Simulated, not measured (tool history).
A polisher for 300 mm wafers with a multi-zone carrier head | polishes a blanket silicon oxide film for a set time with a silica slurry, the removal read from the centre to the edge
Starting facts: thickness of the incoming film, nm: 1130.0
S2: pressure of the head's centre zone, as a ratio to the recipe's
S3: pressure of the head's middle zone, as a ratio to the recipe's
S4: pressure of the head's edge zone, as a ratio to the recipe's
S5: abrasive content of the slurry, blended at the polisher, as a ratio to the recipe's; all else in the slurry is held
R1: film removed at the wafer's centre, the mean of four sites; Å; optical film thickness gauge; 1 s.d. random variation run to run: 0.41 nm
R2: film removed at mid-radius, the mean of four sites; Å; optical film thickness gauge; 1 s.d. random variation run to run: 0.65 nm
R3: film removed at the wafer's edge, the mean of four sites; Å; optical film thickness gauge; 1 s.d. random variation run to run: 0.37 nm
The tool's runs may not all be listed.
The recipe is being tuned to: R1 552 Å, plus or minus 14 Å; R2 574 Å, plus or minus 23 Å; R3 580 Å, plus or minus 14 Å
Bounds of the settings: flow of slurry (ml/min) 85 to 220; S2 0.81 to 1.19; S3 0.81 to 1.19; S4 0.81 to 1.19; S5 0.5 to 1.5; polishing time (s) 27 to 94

{"run": 1, "day": 0.0, "flow of slurry (ml/min)": 140, "S2": 1, "S3": 1, "S4": 1, "S5": 1, "polishing time (s)": 60, "R1": 1297.1, "R2": 1246.6, "R3": 1300.2}
{"run": 2, "day": 0.117, "flow of slurry (ml/min)": 135, "S2": 0.98, "S3": 0.99, "S4": 0.96, "S5": 0.9, "polishing time (s)": 53, "R1": 1033.9, "R2": 1015.6, "R3": 1041.1}
{"run": 3, "day": 0.458, "flow of slurry (ml/min)": 135, "S2": 1.02, "S3": 0.99, "S4": 0.96, "S5": 0.9, "polishing time (s)": 53, "R1": 1082.2, "R2": 1030.6, "R3": 1051.8}
{"run": 4, "day": 0.758, "flow of slurry (ml/min)": 130, "S2": 0.99, "S3": 0.97, "S4": 0.93, "S5": 0.8, "polishing time (s)": 50, "R1": 926.96, "R2": 885.48, "R3": 902.18}
{"run": 5, "day": 0.912, "flow of slurry (ml/min)": 130, "S2": 0.99, "S3": 0.97, "S4": 0.98, "S5": 0.8, "polishing time (s)": 50, "R1": 923.87, "R2": 882.25, "R3": 920.82}
{"run": 6, "day": 1.096, "flow of slurry (ml/min)": 125, "S2": 0.96, "S3": 0.96, "S4": 0.95, "S5": 0.75, "polishing time (s)": 48, "R1": 812.25, "R2": 805.8, "R3": 839.5}
{"run": 7, "day": 1.158, "flow of slurry (ml/min)": 120, "S2": 0.91, "S3": 0.93, "S4": 0.85, "S5": 0.5, "polishing time (s)": 37, "R1": 442.92, "R2": 445.32, "R3": 447.59}
{"run": 8, "day": 1.45, "flow of slurry (ml/min)": 135, "S2": 0.91, "S3": 0.95, "S4": 0.89, "S5": 0.5, "polishing time (s)": 36, "R1": 436, "R2": 448.74, "R3": 453.12}
{"run": 9, "day": 1.746, "flow of slurry (ml/min)": 135, "S2": 0.94, "S3": 0.98, "S4": 0.94, "S5": 0.5, "polishing time (s)": 35, "R1": 438.45, "R2": 451.52, "R3": 457.94}
{"run": 10, "day": 1.979, "flow of slurry (ml/min)": 135, "S2": 0.97, "S3": 1.01, "S4": 0.98, "S5": 0.55, "polishing time (s)": 35, "R1": 489.44, "R2": 494.33, "R3": 497.42}
{"run": 11, "day": 2.35, "flow of slurry (ml/min)": 135, "S2": 0.97, "S3": 1.01, "S4": 0.98, "S5": 0.55, "polishing time (s)": 35, "R1": 485.61, "R2": 492.68, "R3": 497.92}
{"run": 12, "day": 2.596, "flow of slurry (ml/min)": 135, "S2": 0.98, "S3": 1.03, "S4": 1.02, "S5": 0.55, "polishing time (s)": 35, "R1": 499.58, "R2": 500.52, "R3": 512.09}
{"run": 13, "day": 2.7, "flow of slurry (ml/min)": 135, "S2": 0.99, "S3": 1.06, "S4": 1.05, "S5": 0.55, "polishing time (s)": 35, "R1": 495.9, "R2": 511.99, "R3": 516.57}
{"run": 14, "day": 2.738, "flow of slurry (ml/min)": 140, "S2": 1, "S3": 1.08, "S4": 1.08, "S5": 0.55, "polishing time (s)": 35, "R1": 511.07, "R2": 535.65, "R3": 530.74}
{"run": 15, "day": 3.025, "flow of slurry (ml/min)": 150, "S2": 1, "S3": 1.08, "S4": 1.1, "S5": 0.55, "polishing time (s)": 35, "R1": 513.03, "R2": 546.04, "R3": 536.19}
{"run": 16, "day": 3.338, "flow of slurry (ml/min)": 155, "S2": 1, "S3": 1.07, "S4": 1.12, "S5": 0.55, "polishing time (s)": 35, "R1": 515.14, "R2": 530.07, "R3": 540.59}
{"run": 17, "day": 3.683, "flow of slurry (ml/min)": 160, "S2": 1, "S3": 1.08, "S4": 1.14, "S5": 0.55, "polishing time (s)": 35, "R1": 532.17, "R2": 537.34, "R3": 553.97}

Of the 4 settings listed for the next run, only one would bring every result within its allowed miss of target. Which one?
{"run": "A", "day": 4.029, "flow of slurry (ml/min)": 130, "S2": 0.98, "S3": 1.03, "S4": 1.19, "S5": 0.5, "polishing time (s)": 40, "R1": "?", "R2": "?", "R3": "?"}
{"run": "B", "day": 4.029, "flow of slurry (ml/min)": 135, "S2": 0.97, "S3": 1.1, "S4": 1.19, "S5": 0.6, "polishing time (s)": 34, "R1": "?", "R2": "?", "R3": "?"}
{"run": "C", "day": 4.029, "flow of slurry (ml/min)": 205, "S2": 0.94, "S3": 1.02, "S4": 1.04, "S5": 0.5, "polishing time (s)": 41, "R1": "?", "R2": "?", "R3": "?"}
{"run": "D", "day": 4.029, "flow of slurry (ml/min)": 135, "S2": 1.03, "S3": 1.03, "S4": 1.1, "S5": 0.5, "polishing time (s)": 40, "R1": "?", "R2": "?", "R3": "?"}

move=A R1=516.3 R2=541 R3=578.1
move=B R1=508.53 R2=568.63 R3=572.74
move=C R1=551.68 R2=592.68 R3=583.98
move=D R1=547.19 R2=544.84 R3=557.97
A: gets the furthest-off result to its target, but another result is out of tolerance
B: gets the furthest-off result to its target, but another result is out of tolerance
C: all results land within tolerance of their targets
D: nearer the targets than the last run, but a result is still out of spec
The move that meets every target is C.
